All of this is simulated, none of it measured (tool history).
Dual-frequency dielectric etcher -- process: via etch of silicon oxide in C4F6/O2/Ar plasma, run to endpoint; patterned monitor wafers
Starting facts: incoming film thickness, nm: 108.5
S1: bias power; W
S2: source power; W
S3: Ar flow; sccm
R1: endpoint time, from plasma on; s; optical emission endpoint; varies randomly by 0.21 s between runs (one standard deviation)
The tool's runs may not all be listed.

{"run": 1, "hour": 0.0, "S1": 497, "S2": 430, "S3": 389, "R1": 23.215}
{"run": 2, "hour": 5.0, "S1": 464, "S2": 410, "S3": 394, "R1": 24.588}
{"run": 3, "hour": 12.3, "S1": 407, "S2": 410, "S3": 394, "R1": 26.252}
{"run": 4, "hour": 17.6, "S1": 394, "S2": 410, "S3": 394, "R1": 26.665}
{"run": 5, "hour": 24.4, "S1": 394, "S2": 450, "S3": 394, "R1": 25.187}
{"run": 6, "hour": 25.5, "S1": 394, "S2": 530, "S3": 394, "R1": 22.773}
{"run": 7, "hour": 28.3, "S1": 375, "S2": 510, "S3": 398, "R1": 23.908}
{"run": 8, "hour": 31.7, "S1": 360, "S2": 490, "S3": 401, "R1": 24.757}
{"run": 9, "hour": 35.6, "S1": 347, "S2": 480, "S3": 403, "R1": 25.169}
{"run": 10, "hour": 37.9, "S1": 337, "S2": 470, "S3": 404, "R1": 25.913}
{"run": 11, "hour": 42.5, "S1": 329, "S2": 460, "S3": 405, "R1": 26.787}
{"run": 12, "hour": 43.3, "S1": 329, "S2": 460, "S3": 405, "R1": 26.558}

Estimate the outcome of run 13 from the log above:
{"run": 13, "hour": 45.7, "S1": 323, "S2": 450, "S3": 406, "R1": "?"}

{"run 13": {"R1": 26.989}}
